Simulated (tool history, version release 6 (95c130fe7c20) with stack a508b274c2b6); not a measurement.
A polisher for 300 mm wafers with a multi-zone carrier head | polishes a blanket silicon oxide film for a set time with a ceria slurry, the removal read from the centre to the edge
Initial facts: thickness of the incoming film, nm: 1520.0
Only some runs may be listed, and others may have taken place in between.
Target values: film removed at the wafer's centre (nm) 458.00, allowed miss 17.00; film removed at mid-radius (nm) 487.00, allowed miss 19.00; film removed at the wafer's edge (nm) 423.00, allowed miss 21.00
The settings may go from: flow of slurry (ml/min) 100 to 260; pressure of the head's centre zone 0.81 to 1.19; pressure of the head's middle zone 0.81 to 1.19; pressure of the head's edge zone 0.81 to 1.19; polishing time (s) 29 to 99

run	hour	flow of slurry (ml/min)	pressure of the head's centre zone	pressure of the head's middle zone	pressure of the head's edge zone	polishing time (s)	film removed at the wafer's centre (nm)	film removed at mid-radius (nm)	film removed at the wafer's edge (nm)
1	0.0	165	1.00	1.00	1.00	64	351.95	347.03	346.11
2	7.1	165	0.93	1.00	1.00	64	322.34	344.98	346.77
3	10.5	165	0.93	1.00	1.03	64	328.46	349.83	342.88
4	12.3	165	0.99	1.00	1.03	64	341.55	358.85	354.47
5	18.9	165	0.99	1.00	1.03	78	418.78	430.02	430.54
6	27.1	165	0.93	1.00	1.03	78	398.60	425.34	423.97
7	31.1	185	0.96	1.03	1.01	77	410.36	434.36	423.81
8	34.4	195	0.99	1.07	1.00	77	424.66	454.79	422.55

Exactly one of the 4 candidate moves below puts every result within its allowed miss. Which one?
A	37.7	190	0.90	1.05	1.02	78	?	?	?
B	37.7	160	0.93	1.18	1.06	79	?	?	?
C	37.7	200	1.04	1.12	0.98	78	?	?	?
D	37.7	190	0.99	1.19	0.95	76	?	?	?

move	film removed at the wafer's centre (nm)	film removed at mid-radius (nm)	film removed at the wafer's edge (nm)
A	386.69	459.80	424.47
B	392.88	500.63	428.61
C	451.30	489.17	418.25
D	415.18	498.63	398.97
A: the biggest miss grows against the last run
B: the biggest miss grows against the last run
C: every result within its allowed miss
D: the biggest miss grows against the last run
The right move is C.

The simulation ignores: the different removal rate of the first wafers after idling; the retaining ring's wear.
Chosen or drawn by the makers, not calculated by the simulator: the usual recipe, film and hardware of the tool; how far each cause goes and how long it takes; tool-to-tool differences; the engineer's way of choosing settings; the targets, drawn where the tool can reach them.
